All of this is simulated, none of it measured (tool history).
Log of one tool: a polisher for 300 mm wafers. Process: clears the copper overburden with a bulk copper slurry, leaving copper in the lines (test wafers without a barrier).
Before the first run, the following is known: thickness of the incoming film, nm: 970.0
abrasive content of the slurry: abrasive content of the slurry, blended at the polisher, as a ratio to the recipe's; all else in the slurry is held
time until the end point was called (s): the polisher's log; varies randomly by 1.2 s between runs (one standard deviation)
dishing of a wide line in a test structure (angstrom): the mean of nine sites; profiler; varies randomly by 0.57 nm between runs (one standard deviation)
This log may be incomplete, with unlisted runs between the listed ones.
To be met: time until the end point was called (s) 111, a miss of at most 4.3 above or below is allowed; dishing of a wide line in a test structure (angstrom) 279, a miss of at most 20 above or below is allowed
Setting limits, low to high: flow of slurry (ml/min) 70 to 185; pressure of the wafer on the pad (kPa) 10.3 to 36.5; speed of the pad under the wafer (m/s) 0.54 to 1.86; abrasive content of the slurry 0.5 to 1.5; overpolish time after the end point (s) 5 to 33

run    day  flow of slurry (ml/min)  pressure of the wafer on the pad (kPa)  speed of the pad under the wafer (m/s)  abrasive content of the slurry  overpolish time after the end point (s)  time until the end point was called (s)  dishing of a wide line in a test structure (angstrom)
  1      0                      120                                    23.4                                    1.18                               1                                       17                                   70.749                                                 927.67
  2  0.054                      120                                    23.4                                    1.18                             1.1                                       17                                    70.41                                                  930.9
  3  0.192                      120                                    23.4                                    1.18                             1.1                                       20                                    68.78                                                 1004.5
  4  0.421                      120                                    21.4                                    1.18                            1.15                                       18                                    74.07                                                 929.82
  5  0.571                      120                                    21.4                                    1.44                            1.15                                       18                                   60.943                                                 1003.3
  6  0.942                      120                                    25.5                                    1.44                            1.15                                       18                                   51.846                                                 1041.8
  7  1.038                      120                                    25.5                                    1.44                            1.15                                       18                                   51.648                                                 1093.6
  8  1.283                      115                                    23.4                                    1.44                            1.05                                       16                                   58.699                                                 1018.6
     1.571  -- head pressure recalibrated
  9  1.571                      125                                    22.8                                    1.32                             1.1                                       15                                   67.453                                                 853.72
 10  1.683                      135                                    21.4                                    1.32                            1.15                                       14                                   68.585                                                 855.59
 11   1.95                      140                                    20.7                                    1.24                             1.2                                       13                                   74.732                                                 796.47

Pick the move, out of 4, that brings all results within their allowed miss; only one does.
  A  2.217                      170                                      20                                     0.8                             1.2                                        5                                        ?                                                      ?
  B  2.217                      155                                    30.3                                     1.2                            1.35                                        5                                        ?                                                      ?
  C  2.217                      125                                    25.5                                    1.32                             1.4                                        5                                        ?                                                      ?
  D  2.217                      130                                    31.7                                    1.22                             1.5                                       18                                        ?                                                      ?

move  time until the end point was called (s)  dishing of a wide line in a test structure (angstrom)
   A                                   111.86                                                 280.41
   B                                   49.476                                                 554.72
   C                                   55.123                                                 505.15
   D                                   46.757                                                 1130.9
A: all results in spec
B: nearer than the last run, and not there yet
C: nearer than the last run, and not there yet
D: misses by more than the last run did
A is the move that brings every result within its allowed miss.

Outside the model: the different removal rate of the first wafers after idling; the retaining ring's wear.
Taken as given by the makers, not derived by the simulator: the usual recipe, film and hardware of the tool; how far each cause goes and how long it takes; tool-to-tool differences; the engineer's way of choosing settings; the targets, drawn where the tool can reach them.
